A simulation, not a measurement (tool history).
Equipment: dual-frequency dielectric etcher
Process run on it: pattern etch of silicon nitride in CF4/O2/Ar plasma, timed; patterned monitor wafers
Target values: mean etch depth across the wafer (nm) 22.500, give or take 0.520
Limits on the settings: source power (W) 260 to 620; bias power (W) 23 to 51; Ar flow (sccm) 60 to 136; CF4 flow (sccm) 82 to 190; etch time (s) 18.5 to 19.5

run	day	source power (W)	bias power (W)	Ar flow (sccm)	CF4 flow (sccm)	etch time (s)	mean etch depth across the wafer (nm)
1	0.000	440	37	98	136	18.5	28.516
2	0.196	440	37	110	136	18.5	28.213
3	0.433	390	37	110	136	18.5	25.686
4	0.717	390	41	110	136	18.5	26.338
5	0.950	390	41	110	136	18.5	26.455
6	1.038	390	41	110	112	18.5	25.662
7	1.358	370	41	110	112	18.5	24.438
8	1.658	360	41	110	112	18.5	24.145
9	1.812	350	41	110	112	18.5	23.633
10	1.975	340	41	110	112	18.5	23.051

Consider the 4 candidate settings below. Which is the only one whose results all fall within their allowed miss of target?
A	2.138	340	41	105	117	19.0	?
B	2.138	310	42	120	120	19.0	?
C	2.138	320	46	109	103	19.5	?
D	2.138	310	44	112	104	18.5	?

move	mean etch depth across the wafer (nm)
A	23.999
B	22.365
C	23.743
D	21.673
A: further off than the last run
B: every result within its allowed miss
C: further off than the last run
D: takes the result that was furthest off past its target
The move that meets every target is B.
